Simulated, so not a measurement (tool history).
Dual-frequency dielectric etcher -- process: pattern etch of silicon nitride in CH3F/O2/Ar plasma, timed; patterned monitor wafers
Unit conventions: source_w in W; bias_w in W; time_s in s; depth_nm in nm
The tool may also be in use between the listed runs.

run    day  source_w  bias_w  time_s  depth_nm
  1      0       510      67      70    49.787
  2  0.083       600      67      70    52.745
  3  0.279       600      74      70    54.118
  4  0.488       530      71      70    51.502
  5  0.512       530      63      70    49.379
  6  0.558       570      63      70    51.209

Estimate the outcome of run 7 from the log above:
  7  0.846       520      61      70         ?

{"run 7": {"depth_nm": 49.216}}
